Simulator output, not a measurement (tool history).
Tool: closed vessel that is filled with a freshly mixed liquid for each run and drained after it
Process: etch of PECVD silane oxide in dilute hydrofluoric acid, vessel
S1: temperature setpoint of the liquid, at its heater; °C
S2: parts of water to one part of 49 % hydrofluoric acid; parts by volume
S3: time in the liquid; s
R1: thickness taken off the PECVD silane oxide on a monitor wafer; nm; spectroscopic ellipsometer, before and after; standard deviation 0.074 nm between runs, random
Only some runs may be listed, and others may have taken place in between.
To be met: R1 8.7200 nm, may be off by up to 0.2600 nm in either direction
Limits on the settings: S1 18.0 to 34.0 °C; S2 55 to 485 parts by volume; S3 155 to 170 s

Run 1, hour 0.0: S1 26.0 °C, S2 270 parts by volume, S3 155 s. Result: R1 7.5037 nm.
Run 2, hour 8.6: S1 27.0 °C, S2 270 parts by volume, S3 155 s. Result: R1 7.6879 nm.
Run 3, hour 13.0: S1 28.0 °C, S2 270 parts by volume, S3 155 s. Result: R1 7.9832 nm.
Run 4, hour 21.2: S1 29.5 °C, S2 270 parts by volume, S3 155 s. Result: R1 8.3629 nm.
Run 5, hour 23.2: S1 29.5 °C, S2 365 parts by volume, S3 155 s. Result: R1 5.6340 nm.
Run 6, hour 24.2: S1 29.5 °C, S2 365 parts by volume, S3 155 s. Result: R1 5.6504 nm.
Run 7, hour 26.9: S1 30.5 °C, S2 345 parts by volume, S3 155 s. Result: R1 6.3214 nm.
Run 8, hour 31.2: S1 31.5 °C, S2 330 parts by volume, S3 155 s. Result: R1 6.8271 nm.
Run 9, hour 33.8: S1 32.0 °C, S2 315 parts by volume, S3 155 s. Result: R1 7.2714 nm.
Run 10, hour 39.7: S1 32.5 °C, S2 305 parts by volume, S3 155 s. Result: R1 7.9124 nm.
Run 11, hour 41.3: S1 33.0 °C, S2 300 parts by volume, S3 155 s. Result: R1 8.1544 nm.

Of the 5 settings listed for the next run, only one would bring every result within its allowed miss of target. Which one?
Run A, hour 42.9: S1 34.0 °C, S2 320 parts by volume, S3 165 s. Result: R1 ?.
Run B, hour 42.9: S1 33.5 °C, S2 275 parts by volume, S3 155 s. Result: R1 ?.
Run C, hour 42.9: S1 32.5 °C, S2 295 parts by volume, S3 165 s. Result: R1 ?.
Run D, hour 42.9: S1 33.0 °C, S2 315 parts by volume, S3 155 s. Result: R1 ?.
Run E, hour 42.9: S1 31.0 °C, S2 315 parts by volume, S3 155 s. Result: R1 ?.

move      R1
   A  8.1756
   B  9.2815
   C  8.7179
   D  7.6120
   E  7.1534
A: just as far off the targets as the last run
B: takes the biggest miss from the last run beyond its target
C: in spec on every target
D: lands further from the targets than the last run did
E: lands further from the targets than the last run did
C meets every target.
